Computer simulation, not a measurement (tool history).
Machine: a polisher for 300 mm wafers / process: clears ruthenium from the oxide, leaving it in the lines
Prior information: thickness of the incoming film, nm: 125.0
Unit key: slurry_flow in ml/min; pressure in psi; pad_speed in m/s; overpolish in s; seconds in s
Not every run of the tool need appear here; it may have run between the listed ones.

Run 1, hour 0.0: slurry_flow 170 ml/min, pressure 1.5 psi, pad_speed 1.10 m/s, overpolish 7 s. Result: seconds 143.12 s.
Run 2, hour 7.5: slurry_flow 170 ml/min, pressure 1.3 psi, pad_speed 1.10 m/s, overpolish 7 s. Result: seconds 161.75 s.
Run 3, hour 15.3: slurry_flow 170 ml/min, pressure 1.2 psi, pad_speed 1.08 m/s, overpolish 7 s. Result: seconds 179.83 s.
Run 4, hour 17.8: slurry_flow 170 ml/min, pressure 1.2 psi, pad_speed 1.08 m/s, overpolish 7 s. Result: seconds 177.46 s.
Run 5, hour 26.0: slurry_flow 210 ml/min, pressure 1.2 psi, pad_speed 1.08 m/s, overpolish 7 s. Result: seconds 172.95 s.
Run 6, hour 26.7: slurry_flow 190 ml/min, pressure 1.2 psi, pad_speed 1.08 m/s, overpolish 7 s. Result: seconds 180.05 s.
Run 7, hour 34.8: slurry_flow 190 ml/min, pressure 1.1 psi, pad_speed 1.08 m/s, overpolish 7 s. Result: seconds 188.47 s.
Run 8, hour 42.7: slurry_flow 190 ml/min, pressure 1.0 psi, pad_speed 1.08 m/s, overpolish 7 s. Result: seconds 211.96 s.

Run 9 is up next; what results do you expect?
Run 9, hour 51.1: slurry_flow 190 ml/min, pressure 0.9 psi, pad_speed 1.08 m/s, overpolish 7 s. Result: seconds ?.

seconds: 231.49 s
